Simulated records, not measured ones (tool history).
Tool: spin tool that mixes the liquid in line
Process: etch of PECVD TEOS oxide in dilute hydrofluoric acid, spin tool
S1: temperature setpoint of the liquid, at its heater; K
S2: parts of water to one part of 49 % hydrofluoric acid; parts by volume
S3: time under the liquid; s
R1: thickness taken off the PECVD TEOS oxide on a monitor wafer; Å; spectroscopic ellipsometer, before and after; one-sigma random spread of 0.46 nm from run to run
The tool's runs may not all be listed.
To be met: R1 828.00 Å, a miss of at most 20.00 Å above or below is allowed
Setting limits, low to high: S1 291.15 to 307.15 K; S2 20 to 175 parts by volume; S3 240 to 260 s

run	hour	S1	S2	S3	R1
1	0.0	299.15	95	240	337.67
2	0.7	300.65	85	240	408.99
3	7.6	300.65	115	240	286.34
4	8.3	300.65	115	260	315.82
5	17.1	300.65	115	240	287.20
6	22.7	302.15	100	240	356.69
7	28.7	303.15	90	240	416.36
8	32.0	304.15	80	240	495.76
9	33.3	304.65	75	240	541.62
10	39.4	305.15	70	240	596.11
11	47.9	305.15	70	240	591.24
12	49.6	305.65	65	240	656.45
13	54.3	306.15	60	240	743.46

Which of these 5 next moves meets every target?
A	59.0	303.15	60	245	?
B	59.0	305.65	55	250	?
C	59.0	306.65	70	240	?
D	59.0	304.15	60	240	?
E	59.0	304.65	65	240	?

move	R1
A	671.23
B	829.28
C	634.06
D	683.48
E	638.16
A: its largest miss is bigger than the last run's
B: each result inside its tolerance
C: its largest miss is bigger than the last run's
D: its largest miss is bigger than the last run's
E: its largest miss is bigger than the last run's
So the answer is move B, the one that meets all the targets.
